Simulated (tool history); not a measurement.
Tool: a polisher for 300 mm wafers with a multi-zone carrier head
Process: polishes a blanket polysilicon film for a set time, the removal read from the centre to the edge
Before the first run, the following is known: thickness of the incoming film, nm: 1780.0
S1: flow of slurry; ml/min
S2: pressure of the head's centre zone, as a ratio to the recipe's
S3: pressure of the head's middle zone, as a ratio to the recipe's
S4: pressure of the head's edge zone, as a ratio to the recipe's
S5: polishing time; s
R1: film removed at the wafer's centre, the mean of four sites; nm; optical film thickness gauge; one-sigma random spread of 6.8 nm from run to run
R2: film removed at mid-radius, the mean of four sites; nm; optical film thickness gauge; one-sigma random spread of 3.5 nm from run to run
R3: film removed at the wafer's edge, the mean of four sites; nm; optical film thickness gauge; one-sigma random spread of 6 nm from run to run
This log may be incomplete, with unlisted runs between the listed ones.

run  hour   S1    S2    S3    S4  S5      R1      R2      R3
  1     0  175     1     1     1  68  357.87  343.09  345.39
  2   4.8  150     1     1     1  68  349.35  332.05  320.19
  3   6.3  170  1.01  1.05  0.99  71  369.45  370.86  353.28
  4   9.3  170  1.01  1.13  0.99  71  375.41  388.03   350.6
  5  10.9  185  1.01  1.15  0.97  74  390.82  408.47   361.8
  6  16.5  185  1.01  1.16  0.97  78  414.19  435.85  375.74
  7  19.8  190  1.01  1.17  0.99  80   434.7  448.27  399.43
  8  27.6  195     1  1.18  0.98  82  453.87  469.39  399.35
  9    33  195  0.97  1.18  1.01  83   424.9  465.57  421.17
 10  35.6  200  0.97  1.18     1  84  438.69  479.87  421.36
 11  41.9  205  0.97  1.18     1  85  449.63     496  435.58

Predict the results of run 12:
 12  47.1  210  0.97  1.18   1  85   ?   ?   ?

{"run 12": {"R1": 453.68, "R2": 493.39, "R3": 434.64}}
